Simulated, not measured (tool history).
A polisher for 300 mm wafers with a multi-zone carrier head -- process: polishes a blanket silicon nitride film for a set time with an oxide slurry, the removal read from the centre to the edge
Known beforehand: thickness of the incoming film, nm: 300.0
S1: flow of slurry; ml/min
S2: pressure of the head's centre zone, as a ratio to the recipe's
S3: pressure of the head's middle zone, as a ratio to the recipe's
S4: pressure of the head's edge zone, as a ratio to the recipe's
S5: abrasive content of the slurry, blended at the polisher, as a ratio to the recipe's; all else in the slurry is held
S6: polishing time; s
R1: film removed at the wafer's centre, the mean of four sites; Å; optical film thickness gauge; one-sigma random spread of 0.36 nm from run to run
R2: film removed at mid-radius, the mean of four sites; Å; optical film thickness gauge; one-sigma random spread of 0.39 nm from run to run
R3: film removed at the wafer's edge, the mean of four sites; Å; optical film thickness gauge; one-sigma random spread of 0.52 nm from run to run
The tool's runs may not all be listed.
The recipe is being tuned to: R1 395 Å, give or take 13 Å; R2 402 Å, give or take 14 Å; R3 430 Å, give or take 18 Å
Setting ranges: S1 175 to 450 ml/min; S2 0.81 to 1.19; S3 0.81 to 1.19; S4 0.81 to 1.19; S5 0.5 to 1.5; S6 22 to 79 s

run 1 hour=0 | S1=290 S2=1 S3=1 S4=1 S5=1 S6=50 | R1=564.44 R2=554.93 R3=573.87
run 2 hour=9 | S1=290 S2=0.98 S3=0.99 S4=0.99 S5=0.95 S6=50 | R1=548.72 R2=545.05 R3=560.74
run 3 hour=12.3 | S1=290 S2=0.98 S3=0.99 S4=0.99 S5=0.85 S6=50 | R1=525.66 R2=511.46 R3=529.11
run 4 hour=15.6 | S1=290 S2=0.98 S3=0.99 S4=0.99 S5=1 S6=50 | R1=557.86 R2=539.52 R3=566.96
run 5 hour=18.9 | S1=330 S2=0.98 S3=0.99 S4=0.99 S5=1 S6=50 | R1=566.85 R2=554.14 R3=562.15
run 6 hour=20.2 | S1=330 S2=0.96 S3=0.98 S4=0.99 S5=0.95 S6=50 | R1=554.03 R2=534.11 R3=561.79
run 7 hour=28.5 | S1=325 S2=0.94 S3=0.98 S4=0.98 S5=0.9 S6=50 | R1=520.03 R2=521.64 R3=542.57
run 8 hour=32.9 | S1=330 S2=0.93 S3=0.97 S4=0.97 S5=0.85 S6=50 | R1=519.44 R2=518.47 R3=534.11
run 9 hour=41.3 | S1=260 S2=0.83 S3=0.88 S4=0.97 S5=0.6 S6=46 | R1=374.84 R2=377.56 R3=426.02
run 10 hour=47.4 | S1=265 S2=0.83 S3=0.89 S4=0.97 S5=0.6 S6=46 | R1=377.56 R2=385.35 R3=436.79

Below are 5 possible settings for the next run. Only one of them brings all results inside the allowed miss of their targets. Which is it?
run A hour=53.5 | S1=265 S2=0.86 S3=0.92 S4=0.91 S5=0.75 S6=44 | R1=? R2=? R3=?
run B hour=53.5 | S1=360 S2=0.89 S3=0.83 S4=1 S5=0.55 S6=46 | R1=? R2=? R3=?
run C hour=53.5 | S1=350 S2=1.05 S3=1.08 S4=0.81 S5=0.8 S6=38 | R1=? R2=? R3=?
run D hour=53.5 | S1=255 S2=0.93 S3=0.92 S4=0.93 S5=0.8 S6=43 | R1=? R2=? R3=?
run E hour=53.5 | S1=360 S2=1.01 S3=1.11 S4=0.81 S5=0.65 S6=41 | R1=? R2=? R3=?

move=A R1=393.54 R2=407.22 R3=431.26
move=B R1=394.23 R2=364.13 R3=430.57
move=C R1=418.2 R2=422.99 R3=374.36
move=D R1=414.74 R2=404.55 R3=432.09
move=E R1=409.77 R2=437.26 R3=377.59
A: hits every target within its allowed miss
B: the worst result of the last run now meets its target, but another is out of spec
C: takes the biggest miss from the last run beyond its target
D: takes the biggest miss from the last run beyond its target
E: takes the biggest miss from the last run beyond its target
Move A is the one to make.
